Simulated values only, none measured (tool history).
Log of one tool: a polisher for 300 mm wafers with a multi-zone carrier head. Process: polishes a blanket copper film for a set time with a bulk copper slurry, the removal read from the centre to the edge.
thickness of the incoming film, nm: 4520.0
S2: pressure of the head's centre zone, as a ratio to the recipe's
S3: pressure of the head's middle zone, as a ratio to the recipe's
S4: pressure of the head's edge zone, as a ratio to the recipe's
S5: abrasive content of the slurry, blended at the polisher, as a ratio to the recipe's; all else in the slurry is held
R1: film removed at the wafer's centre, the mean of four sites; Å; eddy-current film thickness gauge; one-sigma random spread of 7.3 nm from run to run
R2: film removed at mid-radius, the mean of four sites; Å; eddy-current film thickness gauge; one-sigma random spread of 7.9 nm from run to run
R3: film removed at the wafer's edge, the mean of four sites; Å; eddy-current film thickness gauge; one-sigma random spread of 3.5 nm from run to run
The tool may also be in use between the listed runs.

{"run": 1, "hour": 0.0, "flow of slurry (ml/min)": 215, "S2": 1, "S3": 1, "S4": 1, "S5": 1, "polishing time (s)": 85, "R1": 9443.2, "R2": 9575.3, "R3": 9564.7}
{"run": 2, "hour": 4.9, "flow of slurry (ml/min)": 215, "S2": 0.93, "S3": 1, "S4": 1, "S5": 1, "polishing time (s)": 85, "R1": 8837.1, "R2": 9352.4, "R3": 9687.4}
{"run": 3, "hour": 5.5, "flow of slurry (ml/min)": 215, "S2": 0.93, "S3": 1, "S4": 1, "S5": 1, "polishing time (s)": 76, "R1": 7734.7, "R2": 8447, "R3": 8524.8}
{"run": 4, "hour": 14.0, "flow of slurry (ml/min)": 185, "S2": 0.93, "S3": 1, "S4": 1, "S5": 1, "polishing time (s)": 76, "R1": 7765.4, "R2": 8467.9, "R3": 8533.1}
{"run": 5, "hour": 15.6, "flow of slurry (ml/min)": 185, "S2": 0.96, "S3": 1, "S4": 0.95, "S5": 0.85, "polishing time (s)": 71, "R1": 7137.2, "R2": 7477.5, "R3": 7445.4}
{"run": 6, "hour": 18.1, "flow of slurry (ml/min)": 155, "S2": 0.96, "S3": 1, "S4": 0.95, "S5": 0.85, "polishing time (s)": 71, "R1": 7201.8, "R2": 7246.6, "R3": 7280}
{"run": 7, "hour": 24.9, "flow of slurry (ml/min)": 150, "S2": 0.97, "S3": 1.03, "S4": 0.91, "S5": 0.75, "polishing time (s)": 69, "R1": 6704.9, "R2": 6953, "R3": 6718.5}
{"run": 8, "hour": 31.6, "flow of slurry (ml/min)": 145, "S2": 0.99, "S3": 1.05, "S4": 0.88, "S5": 0.7, "polishing time (s)": 68, "R1": 6582.9, "R2": 6926.8, "R3": 6415.4}

Forecast run 9:
{"run": 9, "hour": 34.1, "flow of slurry (ml/min)": 140, "S2": 1.01, "S3": 1.06, "S4": 0.86, "S5": 0.65, "polishing time (s)": 67, "R1": "?", "R2": "?", "R3": "?"}

{"run 9": {"R1": 6398.5, "R2": 6777, "R3": 6162.2}}
